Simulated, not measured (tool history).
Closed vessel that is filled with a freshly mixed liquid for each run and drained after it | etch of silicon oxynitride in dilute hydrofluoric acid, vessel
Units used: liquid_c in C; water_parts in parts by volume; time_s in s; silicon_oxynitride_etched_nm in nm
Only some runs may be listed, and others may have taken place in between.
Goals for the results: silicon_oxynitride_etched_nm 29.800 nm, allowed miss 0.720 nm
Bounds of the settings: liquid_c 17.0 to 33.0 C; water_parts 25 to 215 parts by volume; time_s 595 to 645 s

| run | day | liquid_c | water_parts | time_s | silicon_oxynitride_etched_nm |
|---|---|---|---|---|---|
| 1 | 0.000 | 25.0 | 120 | 595 | 17.856 |
| 2 | 0.354 | 25.0 | 120 | 595 | 17.722 |
| 3 | 0.483 | 26.5 | 115 | 595 | 19.849 |
| 4 | 0.579 | 26.5 | 140 | 595 | 15.980 |
| 5 | 0.796 | 26.5 | 140 | 595 | 16.059 |
| 6 | 0.850 | 27.5 | 135 | 595 | 17.447 |
| 7 | 1.021 | 28.5 | 130 | 595 | 19.067 |
| 8 | 1.200 | 29.5 | 125 | 595 | 20.837 |
| 9 | 1.408 | 33.0 | 100 | 595 | 31.103 |

5 candidate next runs follow, results not yet known. Just one meets every target within its allowed miss. Identify it.
| A | 1.617 | 32.5 | 95 | 595 | ? |
| B | 1.617 | 33.0 | 100 | 605 | ? |
| C | 1.617 | 33.0 | 105 | 605 | ? |
| D | 1.617 | 31.0 | 90 | 595 | ? |
| E | 1.617 | 33.0 | 100 | 640 | ? |

| move | silicon_oxynitride_etched_nm |
|---|---|
| A | 32.358 |
| B | 31.772 |
| C | 30.091 |
| D | 32.130 |
| E | 33.610 |
A: moves away from the targets compared with the last run
B: moves away from the targets compared with the last run
C: every result lands within tolerance
D: moves away from the targets compared with the last run
E: moves away from the targets compared with the last run
C is the move that brings every result within its allowed miss.

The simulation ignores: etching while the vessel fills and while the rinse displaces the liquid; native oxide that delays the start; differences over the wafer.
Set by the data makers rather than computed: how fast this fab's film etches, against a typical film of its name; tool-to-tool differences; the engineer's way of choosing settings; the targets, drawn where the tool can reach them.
